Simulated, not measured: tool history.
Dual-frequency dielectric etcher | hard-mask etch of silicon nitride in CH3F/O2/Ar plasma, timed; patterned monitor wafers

run  hour  source power (W)  bias power (W)  etch time (s)  mean etch depth across the wafer (nm)
  1     0               500              76            103                                 79.097
  2     6               550              76            103                                 82.327
  3  10.2               600              76            103                                 85.782
  4  10.9               600              76             94                                 78.152
  5  14.9               530              76             94                                 73.884
  6  23.7               530              76            103                                 80.586

Estimate the outcome of run 7 from the log above:
  7  27.7               430              61            101                                      ?

mean etch depth across the wafer (nm): 68.376
